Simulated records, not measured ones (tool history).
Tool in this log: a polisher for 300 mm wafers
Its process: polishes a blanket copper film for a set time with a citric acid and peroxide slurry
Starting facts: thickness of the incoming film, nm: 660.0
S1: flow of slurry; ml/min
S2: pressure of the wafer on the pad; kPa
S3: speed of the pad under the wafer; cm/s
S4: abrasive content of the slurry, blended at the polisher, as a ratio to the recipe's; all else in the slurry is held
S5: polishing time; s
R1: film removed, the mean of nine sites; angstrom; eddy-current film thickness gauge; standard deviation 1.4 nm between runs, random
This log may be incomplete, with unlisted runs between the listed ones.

| run | hour | S1 | S2 | S3 | S4 | S5 | R1 |
|---|---|---|---|---|---|---|---|
| 1 | 0 | 240 | 21.4 | 104 | 1 | 34 | 740.49 |
| 2 | 8.7 | 240 | 21.4 | 104 | 0.9 | 34 | 740.25 |
| 3 | 16.8 | 240 | 23.4 | 104 | 0.9 | 34 | 816.15 |
| 4 | 21.5 | 240 | 24.8 | 104 | 0.9 | 34 | 822.9 |
| 5 | 26.1 | 240 | 26.9 | 106 | 0.9 | 34 | 920.73 |
| 6 | 30.7 | 240 | 27.6 | 106 | 0.9 | 34 | 942.82 |
| 7 | 34.9 | 240 | 28.3 | 106 | 0.9 | 34 | 976.49 |
| 8 | 38.1 | 240 | 29 | 106 | 0.9 | 34 | 960.36 |

Run 9 is up next; what results do you expect?
| 9 | 42 | 240 | 29.6 | 106 | 0.9 | 34 | ? |

R1: 977.73 angstrom
